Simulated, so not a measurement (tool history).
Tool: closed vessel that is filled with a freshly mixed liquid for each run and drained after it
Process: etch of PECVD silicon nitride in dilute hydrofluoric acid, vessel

| run | hour | temperature setpoint of the liquid (C) | parts of water to one part of 49 % hydrofluoric acid (parts by volume) | time in the liquid (s) | thickness taken off the PECVD silicon nitride on a monitor wafer (Å) |
|---|---|---|---|---|---|
| 1 | 0 | 22 | 190 | 245 | 23.92 |
| 2 | 3.3 | 22 | 190 | 190 | 18.657 |
| 3 | 7.9 | 22 | 235 | 190 | 15.107 |
| 4 | 14.9 | 23 | 210 | 195 | 18.492 |
| 5 | 19 | 21 | 210 | 195 | 16.193 |
| 6 | 24.8 | 22 | 190 | 195 | 19.068 |
| 7 | 27.8 | 23 | 170 | 200 | 23.542 |

Run 8 comes next. What will it give?
| 8 | 32.6 | 27 | 95 | 225 | ? |

Run 8 gave thickness taken off the PECVD silicon nitride on a monitor wafer (Å) 59.992.

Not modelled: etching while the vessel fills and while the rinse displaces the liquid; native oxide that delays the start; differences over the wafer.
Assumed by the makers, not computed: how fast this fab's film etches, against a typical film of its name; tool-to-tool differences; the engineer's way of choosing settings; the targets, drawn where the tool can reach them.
